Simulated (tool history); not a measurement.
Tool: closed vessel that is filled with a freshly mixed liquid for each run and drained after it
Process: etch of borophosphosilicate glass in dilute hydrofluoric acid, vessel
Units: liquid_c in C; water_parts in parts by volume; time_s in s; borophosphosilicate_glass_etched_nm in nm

| run | hour | liquid_c | water_parts | time_s | borophosphosilicate_glass_etched_nm |
|---|---|---|---|---|---|
| 1 | 0 | 25 | 165 | 85 | 12.446 |
| 2 | 2.6 | 26 | 150 | 85 | 14.638 |
| 3 | 6.8 | 26 | 150 | 90 | 15.227 |
| 4 | 15.5 | 29 | 150 | 90 | 17.254 |
| 5 | 17.7 | 29 | 150 | 90 | 16.868 |
| 6 | 24 | 29 | 95 | 90 | 29.582 |
| 7 | 32.5 | 29 | 95 | 90 | 29.019 |
| 8 | 37.5 | 29.5 | 95 | 90 | 29.664 |
| 9 | 40.2 | 30 | 95 | 90 | 30.483 |
| 10 | 41.2 | 30.5 | 95 | 90 | 30.689 |

The next listed run, before its measurement:
| 11 | 48.7 | 31 | 95 | 90 | ? |

Run 11 gave borophosphosilicate_glass_etched_nm 31.432 nm.

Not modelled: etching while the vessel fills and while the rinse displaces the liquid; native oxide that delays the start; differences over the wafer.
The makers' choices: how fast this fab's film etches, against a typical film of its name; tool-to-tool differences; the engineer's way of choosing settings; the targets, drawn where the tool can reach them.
